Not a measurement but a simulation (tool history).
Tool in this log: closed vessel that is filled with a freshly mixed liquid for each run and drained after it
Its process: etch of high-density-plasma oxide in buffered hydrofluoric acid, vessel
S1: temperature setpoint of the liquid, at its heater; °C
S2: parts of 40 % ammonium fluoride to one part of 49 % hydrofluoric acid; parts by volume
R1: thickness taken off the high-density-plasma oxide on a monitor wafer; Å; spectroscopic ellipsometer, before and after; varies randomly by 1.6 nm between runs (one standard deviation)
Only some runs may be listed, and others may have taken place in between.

run 1 hour=0.0 | S1=22.0 S2=17.5 time_in_the_liquid_(s)=105 | R1=776.08
run 2 hour=6.4 | S1=20.5 S2=17.5 time_in_the_liquid_(s)=105 | R1=711.27
run 3 hour=15.0 | S1=20.5 S2=13.0 time_in_the_liquid_(s)=105 | R1=946.21
run 4 hour=22.3 | S1=23.5 S2=13.0 time_in_the_liquid_(s)=105 | R1=1103.80
run 5 hour=26.9 | S1=25.0 S2=12.5 time_in_the_liquid_(s)=105 | R1=1266.80
run 6 hour=33.1 | S1=25.0 S2=12.5 time_in_the_liquid_(s)=105 | R1=1264.10
run 7 hour=35.3 | S1=26.0 S2=12.5 time_in_the_liquid_(s)=105 | R1=1322.60
run 8 hour=39.7 | S1=27.0 S2=12.5 time_in_the_liquid_(s)=105 | R1=1420.90
run 9 hour=46.8 | S1=27.5 S2=12.5 time_in_the_liquid_(s)=105 | R1=1403.50

Estimate the outcome of run 10 from the log above:
run 10 hour=51.1 | S1=28.0 S2=12.0 time_in_the_liquid_(s)=105 | R1=?

R1: 1535.60 Å
